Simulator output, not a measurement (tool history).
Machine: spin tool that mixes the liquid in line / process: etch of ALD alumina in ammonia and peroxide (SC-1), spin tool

run	hour	temperature setpoint of the liquid (°C)	parts of 29 % ammonia solution to one part of 30 % peroxide (parts by volume)	time under the liquid (s)	thickness taken off the ALD alumina on a monitor wafer (Å)
1	0	55	0.55	85	90.82
2	5.4	60	0.55	85	118.27
3	13.6	54.5	0.5	80	83.136
4	22.5	50.5	0.5	80	66.589
5	30.9	56	0.5	80	89.574
6	37.1	51.5	0.45	80	68.882
7	44.1	48.5	0.45	80	59.718
8	51	46	0.4	80	50.401

Run 9 comes next. What will it give?
9	52.6	44	0.4	80	?

Run 9 measured thickness taken off the ALD alumina on a monitor wafer (Å) 45.291.
